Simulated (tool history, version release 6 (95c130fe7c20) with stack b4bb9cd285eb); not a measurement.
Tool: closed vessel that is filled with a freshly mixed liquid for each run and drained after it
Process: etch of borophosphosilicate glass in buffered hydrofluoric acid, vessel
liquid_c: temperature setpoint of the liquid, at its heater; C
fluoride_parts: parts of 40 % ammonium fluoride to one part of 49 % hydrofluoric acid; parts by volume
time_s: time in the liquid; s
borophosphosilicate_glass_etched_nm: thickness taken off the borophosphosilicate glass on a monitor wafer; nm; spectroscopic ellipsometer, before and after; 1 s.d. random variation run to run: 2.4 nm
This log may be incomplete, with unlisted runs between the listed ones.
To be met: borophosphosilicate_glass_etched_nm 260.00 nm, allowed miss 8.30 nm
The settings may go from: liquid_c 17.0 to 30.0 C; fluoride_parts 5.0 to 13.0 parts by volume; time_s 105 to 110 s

run  hour  liquid_c  fluoride_parts  time_s  borophosphosilicate_glass_etched_nm
  1   0.0      22.0             8.0     105                               180.69
  2   9.2      22.0             8.0     110                               188.95
  3  18.3      23.0             8.0     110                               201.02
  4  25.1      20.5             8.0     110                               174.67
  5  26.0      21.5             8.0     110                               182.44
  6  32.3      21.5             6.5     110                               226.32
  7  37.6      22.0             6.5     110                               237.43
  8  41.6      23.0             6.5     110                               246.26

Consider the 4 candidate settings below. Which is the only one whose results all fall within their allowed miss of target?
  A  45.6      21.0             5.5     110                                    ?
  B  45.6      22.5             6.5     110                                    ?
  C  45.6      26.5             7.5     105                                    ?
  D  45.6      24.0             7.0     110                                    ?

move  borophosphosilicate_glass_etched_nm
   A                               257.17
   B                               240.90
   C                               247.43
   D                               244.62
A: all results land within tolerance of their targets
B: its largest miss is bigger than the last run's
C: closes in on the targets versus the last run, not all within tolerance yet
D: its largest miss is bigger than the last run's
The move that meets every target is A.

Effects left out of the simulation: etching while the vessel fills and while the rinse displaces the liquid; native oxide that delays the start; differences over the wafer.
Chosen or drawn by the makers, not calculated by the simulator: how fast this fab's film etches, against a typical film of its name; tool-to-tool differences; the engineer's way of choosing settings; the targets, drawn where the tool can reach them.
